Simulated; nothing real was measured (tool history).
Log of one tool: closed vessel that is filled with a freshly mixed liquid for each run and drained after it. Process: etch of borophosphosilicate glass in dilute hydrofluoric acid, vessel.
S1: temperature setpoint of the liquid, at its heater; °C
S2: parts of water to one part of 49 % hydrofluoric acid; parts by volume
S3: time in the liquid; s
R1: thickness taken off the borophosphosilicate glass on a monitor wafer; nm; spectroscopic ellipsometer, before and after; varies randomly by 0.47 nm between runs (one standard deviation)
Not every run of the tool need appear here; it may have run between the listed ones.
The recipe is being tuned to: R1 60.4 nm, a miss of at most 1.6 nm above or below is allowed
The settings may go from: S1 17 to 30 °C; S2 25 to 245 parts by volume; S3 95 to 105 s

run    day    S1   S2   S3      R1
  1      0    22  135   95  28.407
  2  0.183    22  135   95  28.101
  3  0.538  23.5  125   95  33.056
  4  0.925  23.5  105   95  40.348
  5  1.012  25.5  105   95  43.277
  6  1.192  25.5  105  105  48.158
  7  1.425    26  105  105  48.886
  8  1.479  26.5  105  105  50.525
  9  1.567    27  105  105  50.824
 10  1.867  27.5  105  105  51.456
 11  2.254    28  105  105  52.954
 12  2.367  28.5  105  105  53.604

Exactly one of the 4 candidate moves below puts every result within its allowed miss. Which one?
  A  2.479    28  115  100   ?
  B  2.479  28.5  100  105   ?
  C  2.479    25   90  105   ?
  D  2.479    28   85   95   ?

move      R1
   A  45.275
   B  56.846
   C  55.878
   D  60.596
A: misses by more than the last run did
B: moves toward the targets from the last run without getting all of them in spec
C: moves toward the targets from the last run without getting all of them in spec
D: hits every target within its allowed miss
So the answer is move D, the one that meets all the targets.
